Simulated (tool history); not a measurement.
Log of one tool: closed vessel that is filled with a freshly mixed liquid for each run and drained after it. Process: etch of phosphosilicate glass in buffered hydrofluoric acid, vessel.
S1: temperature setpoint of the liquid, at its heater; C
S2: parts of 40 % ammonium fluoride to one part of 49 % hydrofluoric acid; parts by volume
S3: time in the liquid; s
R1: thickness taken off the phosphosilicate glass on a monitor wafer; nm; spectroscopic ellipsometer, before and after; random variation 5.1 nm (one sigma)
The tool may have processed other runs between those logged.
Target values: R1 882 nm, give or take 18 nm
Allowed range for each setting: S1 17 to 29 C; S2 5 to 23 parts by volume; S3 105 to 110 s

| run | day | S1 | S2 | S3 | R1 |
|---|---|---|---|---|---|
| 1 | 0 | 21 | 14 | 105 | 530.5 |
| 2 | 0.167 | 17.5 | 14 | 105 | 434.48 |
| 3 | 0.542 | 17 | 14 | 105 | 423.81 |
| 4 | 0.579 | 17 | 14 | 105 | 422.09 |
| 5 | 0.658 | 20.5 | 13.5 | 105 | 532.16 |
| 6 | 0.967 | 23 | 13.5 | 105 | 609.83 |
| 7 | 1.175 | 25 | 13.5 | 105 | 689.29 |
| 8 | 1.196 | 26 | 13.5 | 105 | 719.42 |
| 9 | 1.462 | 27 | 13.5 | 105 | 760.36 |
| 10 | 1.517 | 27.5 | 13.5 | 105 | 786.42 |
| 11 | 1.867 | 28 | 13.5 | 105 | 801.71 |
| 12 | 2.171 | 28 | 13.5 | 105 | 808.53 |
| 13 | 2.479 | 28.5 | 13.5 | 105 | 817.84 |

Exactly one of the 4 candidate moves below puts every result within its allowed miss. Which one?
| A | 2.788 | 24.5 | 12.5 | 105 | ? |
| B | 2.788 | 28 | 13 | 110 | ? |
| C | 2.788 | 29 | 13.5 | 105 | ? |
| D | 2.788 | 29 | 14.5 | 105 | ? |

| move | R1 |
|---|---|
| A | 719.24 |
| B | 875.33 |
| C | 849.1 |
| D | 791.71 |
A: the biggest miss grows against the last run
B: in spec on every target
C: nearer the targets than the last run, but a result is still out of spec
D: the biggest miss grows against the last run
So the answer is move B, the one that meets all the targets.

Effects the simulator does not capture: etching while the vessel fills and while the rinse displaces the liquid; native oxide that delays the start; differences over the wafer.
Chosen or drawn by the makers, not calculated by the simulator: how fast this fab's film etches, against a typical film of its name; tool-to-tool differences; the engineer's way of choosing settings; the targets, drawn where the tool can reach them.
